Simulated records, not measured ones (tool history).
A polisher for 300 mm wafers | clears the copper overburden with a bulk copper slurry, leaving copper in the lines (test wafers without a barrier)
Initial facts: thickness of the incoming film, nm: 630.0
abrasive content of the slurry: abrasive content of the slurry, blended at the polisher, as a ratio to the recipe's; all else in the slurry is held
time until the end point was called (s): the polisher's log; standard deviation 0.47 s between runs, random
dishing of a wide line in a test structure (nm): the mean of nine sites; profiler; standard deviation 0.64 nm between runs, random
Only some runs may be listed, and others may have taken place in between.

run  hour  flow of slurry (ml/min)  pressure of the wafer on the pad (kPa)  speed of the pad under the wafer (m/s)  abrasive content of the slurry  overpolish time after the end point (s)  time until the end point was called (s)  dishing of a wide line in a test structure (nm)
  1   0.0                      220                                    23.4                                    1.26                             1.0                                       14                                   46.003                                           42.160
  2   5.1                      220                                    23.4                                    1.26                             0.9                                       14                                   45.983                                           42.218
  3  11.9                      220                                    25.5                                    1.28                             0.9                                       13                                   41.810                                           42.396
  4  16.3                      220                                    25.5                                    1.28                             0.9                                       18                                   42.268                                           43.296
  5  19.4                      180                                    25.5                                    1.28                             0.9                                       18                                   44.468                                           42.605
  6  21.8                      180                                    25.5                                    1.28                             1.0                                       18                                   44.245                                           43.202
  7  23.2                      180                                    32.4                                    1.38                             0.8                                       12                                   33.014                                           43.485
  8  29.7                      185                                    33.1                                    1.40                             0.8                                       11                                   32.075                                           43.445

Run 9 comes next. What will it give?
  9  31.1                      190                                    33.8                                    1.42                             0.8                                       10                                        ?                                                ?

time until the end point was called (s): 31.357
dishing of a wide line in a test structure (nm): 43.635
